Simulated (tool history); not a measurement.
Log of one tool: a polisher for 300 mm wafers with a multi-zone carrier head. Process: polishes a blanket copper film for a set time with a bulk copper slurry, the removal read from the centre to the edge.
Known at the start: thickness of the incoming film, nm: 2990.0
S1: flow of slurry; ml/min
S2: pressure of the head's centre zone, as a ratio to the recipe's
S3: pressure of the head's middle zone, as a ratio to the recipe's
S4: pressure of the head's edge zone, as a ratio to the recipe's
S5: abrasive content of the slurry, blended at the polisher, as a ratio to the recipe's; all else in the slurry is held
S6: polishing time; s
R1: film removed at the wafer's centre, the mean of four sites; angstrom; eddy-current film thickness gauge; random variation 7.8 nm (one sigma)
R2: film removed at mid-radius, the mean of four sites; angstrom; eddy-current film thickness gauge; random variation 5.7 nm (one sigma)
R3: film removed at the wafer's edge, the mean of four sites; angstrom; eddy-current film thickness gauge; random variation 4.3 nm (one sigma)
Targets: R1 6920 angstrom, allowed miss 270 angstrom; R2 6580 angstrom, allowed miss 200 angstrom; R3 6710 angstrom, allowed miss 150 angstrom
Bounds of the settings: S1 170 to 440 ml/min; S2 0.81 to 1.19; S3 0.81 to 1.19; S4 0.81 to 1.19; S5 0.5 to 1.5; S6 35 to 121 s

run 1 hour=0 | S1=280 S2=1 S3=1 S4=1 S5=1 S6=78 | R1=5197.6 R2=5200.7 R3=5134.5
run 2 hour=3.8 | S1=280 S2=1 S3=1.07 S4=1 S5=1 S6=78 | R1=5148.3 R2=5492 R3=5203.4
run 3 hour=12.6 | S1=315 S2=1 S3=1.07 S4=1 S5=1 S6=78 | R1=5321.7 R2=5585.2 R3=5203
run 4 hour=18 | S1=300 S2=1.03 S3=1.07 S4=1.05 S5=1.15 S6=80 | R1=5562 R2=5761.6 R3=5575.6
run 5 hour=22.7 | S1=310 S2=1.07 S3=1.07 S4=1.08 S5=1.25 S6=82 | R1=6069.6 R2=6136.2 R3=5834.2
run 6 hour=30.5 | S1=310 S2=1.07 S3=1.15 S4=1.08 S5=1.25 S6=82 | R1=6092.8 R2=6423.1 R3=5885.4
run 7 hour=37.8 | S1=315 S2=1.09 S3=1.11 S4=1.12 S5=1.3 S6=84 | R1=6493.7 R2=6452.8 R3=6241.1
run 8 hour=43.4 | S1=325 S2=1.1 S3=1.1 S4=1.14 S5=1.35 S6=84 | R1=6541.2 R2=6512.2 R3=6269.6
run 9 hour=50.5 | S1=320 S2=1.1 S3=1.08 S4=1.16 S5=1.4 S6=85 | R1=6715.9 R2=6440 R3=6468.4
run 10 hour=54.4 | S1=320 S2=1.1 S3=1.08 S4=1.16 S5=1.4 S6=85 | R1=6591.1 R2=6524 R3=6487.6

4 next moves are on the table. One of them brings every result within its allowed miss. Which?
run A hour=58.3 | S1=335 S2=0.95 S3=1.02 S4=1.19 S5=1.4 S6=90 | R1=? R2=? R3=?
run B hour=58.3 | S1=300 S2=1.05 S3=1.08 S4=1.18 S5=1.5 S6=92 | R1=? R2=? R3=?
run C hour=58.3 | S1=360 S2=1.03 S3=1.07 S4=1.03 S5=1.35 S6=94 | R1=? R2=? R3=?
run D hour=58.3 | S1=310 S2=1.11 S3=1.07 S4=1.19 S5=1.45 S6=87 | R1=? R2=? R3=?

move=A R1=6101 R2=6668.8 R3=6874.7
move=B R1=6901.6 R2=7161.6 R3=7017.2
move=C R1=6920.9 R2=7253.8 R3=6659.3
move=D R1=6886.3 R2=6699.2 R3=6643.6
A: takes the result that was furthest off past its target
B: takes the result that was furthest off past its target
C: brings the result that was furthest off to its target, and leaves another outside
D: meets every target
Move D is the one to make.

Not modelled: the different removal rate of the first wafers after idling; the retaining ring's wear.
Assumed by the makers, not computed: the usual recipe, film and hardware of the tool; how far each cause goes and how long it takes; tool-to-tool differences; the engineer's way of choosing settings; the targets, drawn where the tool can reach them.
